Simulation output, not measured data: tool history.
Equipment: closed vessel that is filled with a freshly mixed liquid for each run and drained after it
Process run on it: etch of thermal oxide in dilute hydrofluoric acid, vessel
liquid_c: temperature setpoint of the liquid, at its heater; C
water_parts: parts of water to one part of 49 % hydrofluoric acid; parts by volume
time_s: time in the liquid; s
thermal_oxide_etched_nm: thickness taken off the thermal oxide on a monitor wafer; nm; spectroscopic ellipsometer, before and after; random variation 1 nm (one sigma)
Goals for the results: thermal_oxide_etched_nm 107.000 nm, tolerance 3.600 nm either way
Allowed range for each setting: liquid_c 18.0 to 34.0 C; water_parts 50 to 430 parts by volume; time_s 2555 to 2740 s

{"run": 1, "hour": 0.0, "liquid_c": 26.0, "water_parts": 240, "time_s": 2555, "thermal_oxide_etched_nm": 45.503}
{"run": 2, "hour": 8.5, "liquid_c": 26.0, "water_parts": 325, "time_s": 2555, "thermal_oxide_etched_nm": 30.447}
{"run": 3, "hour": 15.1, "liquid_c": 29.0, "water_parts": 325, "time_s": 2555, "thermal_oxide_etched_nm": 33.545}
{"run": 4, "hour": 20.6, "liquid_c": 29.5, "water_parts": 300, "time_s": 2560, "thermal_oxide_etched_nm": 38.407}
{"run": 5, "hour": 22.7, "liquid_c": 31.0, "water_parts": 300, "time_s": 2560, "thermal_oxide_etched_nm": 41.108}
{"run": 6, "hour": 23.3, "liquid_c": 31.5, "water_parts": 280, "time_s": 2560, "thermal_oxide_etched_nm": 45.243}
{"run": 7, "hour": 31.0, "liquid_c": 31.5, "water_parts": 260, "time_s": 2560, "thermal_oxide_etched_nm": 48.507}
{"run": 8, "hour": 40.0, "liquid_c": 31.5, "water_parts": 240, "time_s": 2560, "thermal_oxide_etched_nm": 56.102}
{"run": 9, "hour": 45.4, "liquid_c": 31.5, "water_parts": 225, "time_s": 2560, "thermal_oxide_etched_nm": 60.126}
{"run": 10, "hour": 52.6, "liquid_c": 31.5, "water_parts": 215, "time_s": 2560, "thermal_oxide_etched_nm": 63.931}

Which of these 4 next moves meets every target?
{"run": "A", "hour": 59.8, "liquid_c": 32.0, "water_parts": 150, "time_s": 2740, "thermal_oxide_etched_nm": "?"}
{"run": "B", "hour": 59.8, "liquid_c": 33.0, "water_parts": 145, "time_s": 2740, "thermal_oxide_etched_nm": "?"}
{"run": "C", "hour": 59.8, "liquid_c": 33.5, "water_parts": 275, "time_s": 2615, "thermal_oxide_etched_nm": "?"}
{"run": "D", "hour": 59.8, "liquid_c": 32.0, "water_parts": 125, "time_s": 2615, "thermal_oxide_etched_nm": "?"}

move=A thermal_oxide_etched_nm=107.140
move=B thermal_oxide_etched_nm=115.600
move=C thermal_oxide_etched_nm=49.940
move=D thermal_oxide_etched_nm=127.060
A: meets every target
B: moves the result that the last run missed by most past its target, out the other side
C: its largest miss is bigger than the last run's
D: moves the result that the last run missed by most past its target, out the other side
Go with A: it meets all targets.

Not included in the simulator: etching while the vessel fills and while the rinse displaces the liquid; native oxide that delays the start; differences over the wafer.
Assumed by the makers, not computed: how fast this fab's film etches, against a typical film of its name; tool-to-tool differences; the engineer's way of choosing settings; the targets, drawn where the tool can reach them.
